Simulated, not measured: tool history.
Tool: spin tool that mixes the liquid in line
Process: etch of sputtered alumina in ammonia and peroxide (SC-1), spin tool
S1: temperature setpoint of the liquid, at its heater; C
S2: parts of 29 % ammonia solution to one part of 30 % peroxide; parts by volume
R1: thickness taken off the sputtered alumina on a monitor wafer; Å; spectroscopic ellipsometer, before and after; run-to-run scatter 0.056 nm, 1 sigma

run 1 hour=0 | S1=53 S2=0.45 time_under_the_liquid_(s)=140 | R1=123.3
run 2 hour=8.1 | S1=51.5 S2=0.45 time_under_the_liquid_(s)=140 | R1=113.87
run 3 hour=12.6 | S1=50.5 S2=0.45 time_under_the_liquid_(s)=140 | R1=109.54
run 4 hour=21.6 | S1=49.5 S2=0.45 time_under_the_liquid_(s)=140 | R1=102.47
run 5 hour=29.6 | S1=49.5 S2=0.35 time_under_the_liquid_(s)=140 | R1=101.46
run 6 hour=38.1 | S1=45.5 S2=0.35 time_under_the_liquid_(s)=140 | R1=80.289
run 7 hour=40.9 | S1=46.5 S2=0.35 time_under_the_liquid_(s)=140 | R1=85.008
run 8 hour=49.7 | S1=47 S2=0.35 time_under_the_liquid_(s)=140 | R1=87.309

Run 9 comes next. What will it give?
run 9 hour=55.5 | S1=47 S2=0.35 time_under_the_liquid_(s)=140 | R1=?

Run 9 gave R1 86.934 Å.
